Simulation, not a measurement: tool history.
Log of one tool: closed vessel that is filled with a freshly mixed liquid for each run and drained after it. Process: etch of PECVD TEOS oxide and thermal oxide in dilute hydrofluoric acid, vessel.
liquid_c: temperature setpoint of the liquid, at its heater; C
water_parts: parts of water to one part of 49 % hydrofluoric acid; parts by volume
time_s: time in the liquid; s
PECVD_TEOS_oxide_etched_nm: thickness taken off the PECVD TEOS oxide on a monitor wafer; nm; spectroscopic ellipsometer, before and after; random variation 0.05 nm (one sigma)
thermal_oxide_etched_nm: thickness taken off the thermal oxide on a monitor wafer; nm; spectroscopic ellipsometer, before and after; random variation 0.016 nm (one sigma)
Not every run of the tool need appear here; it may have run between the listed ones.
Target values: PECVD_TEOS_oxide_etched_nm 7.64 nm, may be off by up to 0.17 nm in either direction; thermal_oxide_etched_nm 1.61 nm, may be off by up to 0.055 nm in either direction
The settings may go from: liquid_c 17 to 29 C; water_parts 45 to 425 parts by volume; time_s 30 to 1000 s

run  hour  liquid_c  water_parts  time_s  PECVD_TEOS_oxide_etched_nm  thermal_oxide_etched_nm
  1     0        21          235     510                      38.448                   8.0791
  2   6.5        20          290     445                      24.564                   5.2416
  3   9.3        20          350     445                      19.497                   4.1028
  4  12.4        20          350     555                      24.042                   5.1365
  5  14.1        20          420     555                      19.012                     4.04
  6  20.1        20          425     555                      18.636                   3.9217
  7  23.4        19          425     455                      14.676                    3.138
  8  27.3        19          425     365                      11.981                   2.4988
  9  36.4      18.5          425     315                      10.219                   2.1044
 10  37.5        18          425     290                      9.2371                   1.9315
 11  45.1      17.5          425     275                       8.506                     1.81
 12  46.6      17.5          425     265                      8.2204                   1.7209
 13  54.7      17.5          425     260                      8.1271                   1.7045
 14  57.4      17.5          425     255                      7.9071                   1.6786

Which single option among these 5 for the next run brings every result within its allowed miss of target? Just one does.
  A  60.1      19.5          410     235                           ?                        ?
  B  60.1        19          400     230                           ?                        ?
  C  60.1        17          420     265                           ?                        ?
  D  60.1      17.5          425     245                           ?                        ?
  E  60.1      19.5          385     220                           ?                        ?

move  PECVD_TEOS_oxide_etched_nm  thermal_oxide_etched_nm
   A                      8.1742                   1.7714
   B                      8.1238                   1.7605
   C                      8.1741                   1.7714
   D                      7.5734                   1.6412
   E                      8.3179                   1.8025
A: further off than the last run
B: further off than the last run
C: further off than the last run
D: all results in spec
E: further off than the last run
Answer: D

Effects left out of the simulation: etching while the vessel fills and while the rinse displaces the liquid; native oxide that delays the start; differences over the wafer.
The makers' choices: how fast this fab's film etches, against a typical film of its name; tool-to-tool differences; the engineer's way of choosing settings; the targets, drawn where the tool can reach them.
